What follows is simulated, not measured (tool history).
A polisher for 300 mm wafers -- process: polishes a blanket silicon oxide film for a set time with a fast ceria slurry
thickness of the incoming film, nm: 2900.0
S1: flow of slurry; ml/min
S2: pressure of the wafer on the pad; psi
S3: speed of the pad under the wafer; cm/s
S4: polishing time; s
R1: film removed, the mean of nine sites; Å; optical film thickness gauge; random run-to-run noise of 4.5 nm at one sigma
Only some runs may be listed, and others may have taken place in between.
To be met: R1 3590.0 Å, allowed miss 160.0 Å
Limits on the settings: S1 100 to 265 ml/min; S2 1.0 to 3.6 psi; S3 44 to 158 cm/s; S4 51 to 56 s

run,hour,S1,S2,S3,S4,R1
1,0.0,170,2.3,100,56,6015.0
2,9.0,170,2.7,100,56,6997.3
3,11.0,170,2.5,100,56,6599.2
4,12.1,170,2.5,100,51,5963.1
5,12.7,170,2.5,100,51,5930.5
6,18.5,170,2.5,88,51,5223.7
7,22.0,170,2.4,88,51,5087.4
8,26.4,170,2.3,88,51,4906.7
9,28.5,170,2.2,88,51,4720.2
10,33.3,170,2.1,88,51,4474.8
11,35.2,170,2.0,88,51,4334.1

Which of these 4 next moves meets every target?
A,37.1,165,1.8,136,56,?
B,37.1,125,2.4,92,54,?
C,37.1,205,2.0,72,51,?
D,37.1,190,1.9,70,51,?

move,R1
A,6388.1
B,5254.6
C,3595.0
D,3294.4
A: the biggest miss grows against the last run
B: the biggest miss grows against the last run
C: meets every target
D: takes the result that was furthest off past its target
The right move is C.
